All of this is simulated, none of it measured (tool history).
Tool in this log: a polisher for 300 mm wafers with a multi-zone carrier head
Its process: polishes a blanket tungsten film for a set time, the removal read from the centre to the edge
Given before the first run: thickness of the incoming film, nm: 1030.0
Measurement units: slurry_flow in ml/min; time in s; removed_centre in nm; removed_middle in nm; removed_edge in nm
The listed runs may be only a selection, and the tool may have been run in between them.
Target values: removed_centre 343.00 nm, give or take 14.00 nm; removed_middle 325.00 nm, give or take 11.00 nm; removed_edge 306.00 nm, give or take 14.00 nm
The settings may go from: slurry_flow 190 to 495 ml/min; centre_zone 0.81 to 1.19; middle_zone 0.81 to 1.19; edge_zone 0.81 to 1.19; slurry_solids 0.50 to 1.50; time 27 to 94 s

run  hour  slurry_flow  centre_zone  middle_zone  edge_zone  slurry_solids  time  removed_centre  removed_middle  removed_edge
  1   0.0          320         1.00         1.00       1.00           1.00    60          367.54          359.34        350.07
  2   2.6          320         1.00         0.99       0.97           0.95    60          358.92          356.09        343.18
  3  11.0          320         1.01         0.98       0.95           0.90    60          365.40          350.79        336.40
  4  15.9          320         0.95         0.98       0.95           0.90    60          340.06          352.30        330.05
  5  17.7          320         0.96         0.97       0.93           0.85    60          336.74          341.21        323.30
  6  19.9          320         0.97         0.96       0.91           0.85    60          332.29          338.45        330.21
  7  26.9          320         0.99         0.97       0.92           0.80    60          342.20          338.15        317.43
  8  32.7          320         1.00         0.97       0.92           0.80    60          341.75          334.76        322.52

Exercise: of the 5 proposed moves below, exactly one satisfies all targets within the stated allowed misses. Which move is it?
  A  38.5          200         0.92         0.96       0.83           0.50    71               ?               ?             ?
  B  38.5          235         0.91         0.90       0.98           0.60    69               ?               ?             ?
  C  38.5          305         0.93         1.03       0.87           0.85    62               ?               ?             ?
  D  38.5          310         0.98         0.90       0.83           0.80    61               ?               ?             ?
  E  38.5          275         0.85         0.95       0.85           0.70    68               ?               ?             ?

move  removed_centre  removed_middle  removed_edge
   A          307.95          320.10        305.36
   B          321.03          321.21        343.42
   C          337.89          361.86        328.59
   D          345.61          319.16        312.63
   E          316.40          351.16        335.79
A: gets the furthest-off result to its target, but another result is out of tolerance
B: the biggest miss grows against the last run
C: the biggest miss grows against the last run
D: all results land within tolerance of their targets
E: the biggest miss grows against the last run
D meets every target.
